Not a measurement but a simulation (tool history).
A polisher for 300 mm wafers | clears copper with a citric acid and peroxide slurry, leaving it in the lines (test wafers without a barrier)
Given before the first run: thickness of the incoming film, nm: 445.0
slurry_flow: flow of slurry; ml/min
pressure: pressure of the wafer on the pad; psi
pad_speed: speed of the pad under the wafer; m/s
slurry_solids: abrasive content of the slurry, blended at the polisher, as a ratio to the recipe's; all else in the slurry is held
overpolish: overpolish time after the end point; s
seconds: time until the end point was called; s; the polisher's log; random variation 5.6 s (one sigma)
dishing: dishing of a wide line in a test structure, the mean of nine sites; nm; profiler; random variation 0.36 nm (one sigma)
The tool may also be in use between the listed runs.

run	hour	slurry_flow	pressure	pad_speed	slurry_solids	overpolish	seconds	dishing
1	0	240	3.6	1.08	1	18	143.45	29.773
2	6.8	235	3	0.92	1	19	204.44	23.573
3	9.1	235	2.5	0.92	1	19	244.45	20.657
4	18.1	235	3.2	0.92	1	19	195.56	25.385
5	20.9	260	3.2	0.92	1	19	186.39	24.885
6	22.2	260	3.2	0.92	1	12	190.17	18.051

Run 7 is up next; what results do you expect?
7	23.8	245	2.7	0.86	1	15	?	?

{"run 7": {"seconds": 230.33, "dishing": 17.291}}
